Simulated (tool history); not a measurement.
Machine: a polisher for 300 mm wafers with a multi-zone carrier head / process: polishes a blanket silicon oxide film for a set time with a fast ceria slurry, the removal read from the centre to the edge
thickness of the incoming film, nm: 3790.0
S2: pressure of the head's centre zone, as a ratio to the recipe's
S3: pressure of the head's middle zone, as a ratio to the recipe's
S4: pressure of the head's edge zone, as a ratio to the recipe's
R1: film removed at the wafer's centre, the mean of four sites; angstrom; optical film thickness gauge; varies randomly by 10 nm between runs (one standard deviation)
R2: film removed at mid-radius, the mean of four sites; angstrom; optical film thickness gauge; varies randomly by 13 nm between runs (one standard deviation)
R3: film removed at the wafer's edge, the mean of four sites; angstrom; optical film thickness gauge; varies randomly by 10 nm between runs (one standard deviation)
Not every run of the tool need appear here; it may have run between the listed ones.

run 1 hour=0 | flow_of_slurry_(ml/min)=210 S2=1 S3=1 S4=1 polishing_time_(s)=79 | R1=9245.3 R2=9048.8 R3=9302.6
run 2 hour=8.4 | flow_of_slurry_(ml/min)=210 S2=1 S3=0.92 S4=1 polishing_time_(s)=79 | R1=9501.3 R2=8612.9 R3=9235.8
run 3 hour=17.3 | flow_of_slurry_(ml/min)=215 S2=0.99 S3=0.95 S4=1.01 polishing_time_(s)=80 | R1=9380.1 R2=8651.2 R3=9585.7
run 4 hour=22.3 | flow_of_slurry_(ml/min)=210 S2=0.98 S3=0.97 S4=1.01 polishing_time_(s)=82 | R1=9299 R2=9220.1 R3=9698.2
run 5 hour=31.3 | flow_of_slurry_(ml/min)=210 S2=0.98 S3=0.9 S4=1.01 polishing_time_(s)=82 | R1=9600.7 R2=8703.9 R3=9729.4
run 6 hour=38.7 | flow_of_slurry_(ml/min)=215 S2=0.98 S3=0.93 S4=1.01 polishing_time_(s)=83 | R1=9729.7 R2=9011.7 R3=10000
run 7 hour=41.8 | flow_of_slurry_(ml/min)=220 S2=0.98 S3=0.96 S4=1.01 polishing_time_(s)=84 | R1=9864.6 R2=9434.7 R3=9945.8
run 8 hour=43.1 | flow_of_slurry_(ml/min)=225 S2=0.97 S3=0.98 S4=1.02 polishing_time_(s)=85 | R1=9874.5 R2=9847 R3=10314
run 9 hour=47.5 | flow_of_slurry_(ml/min)=235 S2=0.96 S3=0.99 S4=1.02 polishing_time_(s)=85 | R1=9790.2 R2=10063 R3=10179

Expected results for the next run?
run 10 hour=52.5 | flow_of_slurry_(ml/min)=240 S2=0.95 S3=1 S4=1.03 polishing_time_(s)=85 | R1=? R2=? R3=?

Run 10 yielded R1 9738.5 angstrom, R2 9875.9 angstrom, R3 10234 angstrom.

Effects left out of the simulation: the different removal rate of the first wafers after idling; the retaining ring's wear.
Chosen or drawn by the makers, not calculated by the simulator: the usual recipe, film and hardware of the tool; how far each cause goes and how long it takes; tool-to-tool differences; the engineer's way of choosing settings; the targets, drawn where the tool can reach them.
